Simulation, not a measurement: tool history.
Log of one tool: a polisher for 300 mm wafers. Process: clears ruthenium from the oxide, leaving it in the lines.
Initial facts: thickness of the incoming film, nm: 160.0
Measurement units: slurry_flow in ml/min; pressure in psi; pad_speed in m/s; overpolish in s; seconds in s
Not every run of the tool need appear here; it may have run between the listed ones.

run 1 hour=0.0 | slurry_flow=260 pressure=2.3 pad_speed=1.1 overpolish=13 | seconds=104.550
run 2 hour=2.6 | slurry_flow=260 pressure=2.4 pad_speed=1.1 overpolish=13 | seconds=100.620
run 3 hour=8.7 | slurry_flow=300 pressure=2.4 pad_speed=1.1 overpolish=13 | seconds=101.270
run 4 hour=9.3 | slurry_flow=300 pressure=2.5 pad_speed=1.1 overpolish=13 | seconds=96.660
run 5 hour=18.1 | slurry_flow=300 pressure=2.6 pad_speed=1.1 overpolish=13 | seconds=94.556
run 6 hour=23.4 | slurry_flow=300 pressure=2.7 pad_speed=1.1 overpolish=13 | seconds=92.758
run 7 hour=28.4 | slurry_flow=300 pressure=2.8 pad_speed=1.1 overpolish=13 | seconds=88.399

Run 8 comes next. What will it give?
run 8 hour=30.9 | slurry_flow=300 pressure=2.9 pad_speed=1.1 overpolish=13 | seconds=?

Logged for run 8: seconds 86.185 s.

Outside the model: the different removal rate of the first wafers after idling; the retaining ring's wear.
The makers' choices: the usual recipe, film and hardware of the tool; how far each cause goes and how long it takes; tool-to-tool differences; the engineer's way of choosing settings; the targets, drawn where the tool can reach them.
